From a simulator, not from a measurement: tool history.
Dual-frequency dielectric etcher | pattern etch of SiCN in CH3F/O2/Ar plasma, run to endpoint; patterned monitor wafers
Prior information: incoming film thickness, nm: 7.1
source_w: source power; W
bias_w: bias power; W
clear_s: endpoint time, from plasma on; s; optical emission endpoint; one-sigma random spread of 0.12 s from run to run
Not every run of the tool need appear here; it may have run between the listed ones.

run	hour	source_w	bias_w	clear_s
1	0.0	420	69	19.980
2	7.9	450	72	19.197
3	12.3	470	74	18.777
4	20.1	420	74	19.456
5	27.4	450	77	18.473
6	32.0	450	86	17.699

Run 7, settings as shown, results not yet in. Your forecast:
7	37.1	460	87	?

{"run 7": {"clear_s": 17.474}}
